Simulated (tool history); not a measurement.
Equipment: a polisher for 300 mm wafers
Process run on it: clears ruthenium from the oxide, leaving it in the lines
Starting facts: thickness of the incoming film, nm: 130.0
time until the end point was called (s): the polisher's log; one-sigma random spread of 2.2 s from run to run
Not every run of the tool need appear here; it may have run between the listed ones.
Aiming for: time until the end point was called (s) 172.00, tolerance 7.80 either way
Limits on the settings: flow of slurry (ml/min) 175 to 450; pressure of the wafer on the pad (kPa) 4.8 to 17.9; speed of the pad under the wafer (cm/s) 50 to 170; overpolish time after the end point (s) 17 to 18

| run | hour | flow of slurry (ml/min) | pressure of the wafer on the pad (kPa) | speed of the pad under the wafer (cm/s) | overpolish time after the end point (s) | time until the end point was called (s) |
|---|---|---|---|---|---|---|
| 1 | 0.0 | 290 | 11.0 | 110 | 17 | 112.63 |
| 2 | 8.6 | 290 | 9.7 | 110 | 17 | 130.76 |
| 3 | 17.3 | 290 | 9.0 | 110 | 17 | 138.19 |
| 4 | 18.5 | 290 | 8.3 | 110 | 17 | 153.11 |
| 5 | 27.3 | 290 | 6.2 | 110 | 17 | 193.68 |
| 6 | 34.2 | 290 | 6.2 | 94 | 17 | 224.77 |
| 7 | 35.8 | 290 | 6.9 | 94 | 17 | 210.68 |
| 8 | 40.9 | 290 | 6.9 | 94 | 17 | 202.54 |
| 9 | 46.4 | 290 | 7.6 | 94 | 17 | 190.12 |

Which of these 4 next moves meets every target?
| A | 51.9 | 275 | 6.9 | 86 | 17 | ? |
| B | 51.9 | 265 | 6.9 | 92 | 17 | ? |
| C | 51.9 | 295 | 7.6 | 102 | 18 | ? |
| D | 51.9 | 350 | 4.8 | 120 | 17 | ? |

| move | time until the end point was called (s) |
|---|---|
| A | 229.61 |
| B | 216.05 |
| C | 176.51 |
| D | 227.65 |
A: its largest miss is bigger than the last run's
B: its largest miss is bigger than the last run's
C: in spec on every target
D: its largest miss is bigger than the last run's
C meets every target.
